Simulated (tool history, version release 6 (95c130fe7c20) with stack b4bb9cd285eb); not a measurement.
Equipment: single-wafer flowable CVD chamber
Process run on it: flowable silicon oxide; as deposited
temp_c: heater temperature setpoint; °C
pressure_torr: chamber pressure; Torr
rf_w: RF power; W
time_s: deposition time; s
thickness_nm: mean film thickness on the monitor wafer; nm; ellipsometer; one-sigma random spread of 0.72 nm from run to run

{"run": 1, "hour": 0.0, "temp_c": 100, "pressure_torr": 0.832, "rf_w": 2450, "time_s": 582, "thickness_nm": 364.55}
{"run": 2, "hour": 7.0, "temp_c": 102, "pressure_torr": 0.832, "rf_w": 2450, "time_s": 582, "thickness_nm": 338.22}
{"run": 3, "hour": 14.8, "temp_c": 103, "pressure_torr": 0.832, "rf_w": 2450, "time_s": 582, "thickness_nm": 327.76}
{"run": 4, "hour": 22.8, "temp_c": 103, "pressure_torr": 0.832, "rf_w": 2450, "time_s": 582, "thickness_nm": 327.72}
{"run": 5, "hour": 30.3, "temp_c": 104, "pressure_torr": 0.832, "rf_w": 2450, "time_s": 582, "thickness_nm": 315.04}
{"run": 6, "hour": 34.4, "temp_c": 104, "pressure_torr": 0.832, "rf_w": 2275, "time_s": 582, "thickness_nm": 315.29}
{"run": 7, "hour": 39.2, "temp_c": 105, "pressure_torr": 0.832, "rf_w": 2275, "time_s": 582, "thickness_nm": 302.75}
{"run": 8, "hour": 47.3, "temp_c": 106, "pressure_torr": 0.832, "rf_w": 2275, "time_s": 582, "thickness_nm": 293.44}
{"hour": 52.2, "done": "capacitance manometer re-zeroed and calibrated"}
{"run": 9, "hour": 52.2, "temp_c": 107, "pressure_torr": 0.832, "rf_w": 2275, "time_s": 582, "thickness_nm": 271.94}
{"run": 10, "hour": 53.2, "temp_c": 108, "pressure_torr": 0.832, "rf_w": 2275, "time_s": 582, "thickness_nm": 262.26}
{"run": 11, "hour": 57.3, "temp_c": 109, "pressure_torr": 0.832, "rf_w": 2275, "time_s": 582, "thickness_nm": 253.97}

What does the tool deliver on the next run?
{"run": 12, "hour": 60.4, "temp_c": 115, "pressure_torr": 0.831, "rf_w": 2275, "time_s": 582, "thickness_nm": "?"}

Run 12 yielded thickness_nm 209.71 nm.
